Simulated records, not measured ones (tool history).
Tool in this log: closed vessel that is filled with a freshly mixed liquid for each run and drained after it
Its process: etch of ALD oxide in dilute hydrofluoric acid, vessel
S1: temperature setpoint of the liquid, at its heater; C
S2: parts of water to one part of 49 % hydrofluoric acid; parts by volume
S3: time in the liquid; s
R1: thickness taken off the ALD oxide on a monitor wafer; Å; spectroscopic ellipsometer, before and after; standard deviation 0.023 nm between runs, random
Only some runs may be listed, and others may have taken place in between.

| run | hour | S1 | S2 | S3 | R1 |
|---|---|---|---|---|---|
| 1 | 0 | 22 | 235 | 125 | 90.984 |
| 2 | 0.5 | 22 | 180 | 125 | 126.31 |
| 3 | 2.7 | 22 | 180 | 125 | 126.32 |
| 4 | 8.6 | 22 | 180 | 135 | 135.58 |
| 5 | 12.5 | 20.5 | 215 | 135 | 103.59 |
| 6 | 21.1 | 20.5 | 180 | 135 | 128.02 |
| 7 | 25.3 | 19.5 | 210 | 135 | 102.61 |
| 8 | 31.7 | 18.5 | 230 | 135 | 88.332 |

Run 9, settings as shown, results not yet in. Your forecast:
| 9 | 32.5 | 18 | 245 | 135 | ? |

{"run 9": {"R1": 80.156}}

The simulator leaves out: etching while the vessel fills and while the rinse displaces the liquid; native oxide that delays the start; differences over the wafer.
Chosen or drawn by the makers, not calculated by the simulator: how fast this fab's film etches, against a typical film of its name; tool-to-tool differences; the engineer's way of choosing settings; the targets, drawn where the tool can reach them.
